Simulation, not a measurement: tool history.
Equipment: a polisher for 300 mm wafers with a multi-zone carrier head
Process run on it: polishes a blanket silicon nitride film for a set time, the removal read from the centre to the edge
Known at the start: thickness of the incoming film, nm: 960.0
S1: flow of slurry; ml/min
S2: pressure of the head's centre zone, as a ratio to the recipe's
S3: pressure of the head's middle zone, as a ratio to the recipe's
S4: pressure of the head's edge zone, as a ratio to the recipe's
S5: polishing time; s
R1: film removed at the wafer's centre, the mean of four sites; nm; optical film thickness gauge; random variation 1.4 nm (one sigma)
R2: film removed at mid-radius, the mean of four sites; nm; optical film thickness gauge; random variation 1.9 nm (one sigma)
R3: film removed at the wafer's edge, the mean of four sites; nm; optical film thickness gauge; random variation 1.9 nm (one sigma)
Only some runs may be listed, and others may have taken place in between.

run,hour,S1,S2,S3,S4,S5,R1,R2,R3
1,0,225,1,1,1,88,138.98,140.99,145.16
2,6.3,225,1,1,1,78,124.45,123.42,126.38
3,7.9,225,1,1,1.04,78,123.5,123.77,127.9
4,11.2,225,1,1.05,1.04,78,123.13,130.28,129.81
5,13.7,225,1,1.11,1.04,78,122.89,133.6,127.98
6,22.6,225,1,1.03,1.04,78,124.84,128.51,129.43
7,29.4,275,1.1,0.93,1.14,103,181.97,159.42,183.15
8,33.2,280,1.11,0.93,1.15,107,191.87,163.29,191.49
9,36.7,285,1.12,0.94,1.16,110,199.11,171.46,195.1

Run 10 has not been measured yet. What should we expect?
10,40.6,290,1.12,0.93,1.17,113,?,?,?

R1: 205.68 nm
R2: 171.63 nm
R3: 204.48 nm

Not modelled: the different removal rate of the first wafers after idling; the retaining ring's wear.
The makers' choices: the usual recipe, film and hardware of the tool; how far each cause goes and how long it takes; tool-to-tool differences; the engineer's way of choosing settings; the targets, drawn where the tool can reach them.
